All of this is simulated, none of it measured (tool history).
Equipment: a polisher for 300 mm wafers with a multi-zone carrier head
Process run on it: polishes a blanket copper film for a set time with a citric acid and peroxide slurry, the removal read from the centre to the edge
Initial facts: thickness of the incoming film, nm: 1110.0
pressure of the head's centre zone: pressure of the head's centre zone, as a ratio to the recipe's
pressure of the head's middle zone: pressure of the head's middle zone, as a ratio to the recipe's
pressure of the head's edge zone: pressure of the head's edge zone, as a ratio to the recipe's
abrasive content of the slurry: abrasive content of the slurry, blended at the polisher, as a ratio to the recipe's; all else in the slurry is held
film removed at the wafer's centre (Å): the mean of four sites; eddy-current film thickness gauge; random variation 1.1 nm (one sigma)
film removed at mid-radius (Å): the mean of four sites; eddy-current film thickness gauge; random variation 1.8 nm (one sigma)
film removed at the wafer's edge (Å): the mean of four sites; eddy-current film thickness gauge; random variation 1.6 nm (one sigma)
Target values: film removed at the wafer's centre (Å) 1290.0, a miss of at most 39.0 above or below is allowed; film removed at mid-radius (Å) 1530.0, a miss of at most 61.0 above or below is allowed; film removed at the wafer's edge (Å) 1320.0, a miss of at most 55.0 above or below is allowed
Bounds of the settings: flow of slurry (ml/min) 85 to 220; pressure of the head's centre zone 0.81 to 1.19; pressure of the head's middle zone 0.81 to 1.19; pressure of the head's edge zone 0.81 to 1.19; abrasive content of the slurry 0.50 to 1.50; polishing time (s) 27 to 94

run	hour	flow of slurry (ml/min)	pressure of the head's centre zone	pressure of the head's middle zone	pressure of the head's edge zone	abrasive content of the slurry	polishing time (s)	film removed at the wafer's centre (Å)	film removed at mid-radius (Å)	film removed at the wafer's edge (Å)
1	0.0	140	1.00	1.00	1.00	1.00	60	1406.3	1399.5	1430.0
2	5.4	135	0.99	1.03	0.98	1.00	60	1359.0	1384.5	1422.6
3	13.2	135	0.99	1.03	0.98	0.80	60	1295.6	1333.8	1326.7
4	16.2	140	0.98	1.06	0.96	0.80	60	1265.7	1364.6	1337.9
5	22.4	140	0.98	1.06	0.96	1.00	60	1370.3	1456.9	1373.7
6	30.6	140	0.98	1.06	0.99	1.00	60	1378.5	1422.2	1448.2
7	34.0	140	0.97	1.07	0.96	1.00	60	1361.9	1442.9	1414.7
8	40.5	140	0.96	1.09	0.93	1.00	60	1321.8	1465.8	1395.7
9	46.6	140	0.96	1.10	0.91	1.00	60	1350.2	1529.9	1348.4
10	47.1	135	0.96	1.11	0.91	1.00	60	1319.3	1508.8	1366.6
11	49.5	135	0.96	1.11	0.90	1.00	60	1333.9	1500.2	1386.8
12	56.3	130	0.96	1.18	0.85	0.90	59	1248.0	1476.7	1255.8

Of the 5 settings listed for the next run, only one would bring every result within its allowed miss of target. Which one?
A	63.1	125	0.94	1.16	0.86	1.00	60	?	?	?
B	63.1	140	0.90	1.17	0.93	1.00	54	?	?	?
C	63.1	125	0.92	1.19	0.87	1.15	54	?	?	?
D	63.1	105	0.93	1.17	0.84	0.85	62	?	?	?
E	63.1	145	1.07	1.19	0.86	1.10	50	?	?	?

move	film removed at the wafer's centre (Å)	film removed at mid-radius (Å)	film removed at the wafer's edge (Å)
A	1270.5	1518.7	1327.6
B	1128.8	1415.0	1261.8
C	1162.0	1450.9	1246.5
D	1173.7	1439.3	1254.8
E	1288.1	1373.6	1163.1
A: all results land within tolerance of their targets
B: moves away from the targets compared with the last run
C: moves away from the targets compared with the last run
D: moves away from the targets compared with the last run
E: moves away from the targets compared with the last run
A is the move that brings every result within its allowed miss.
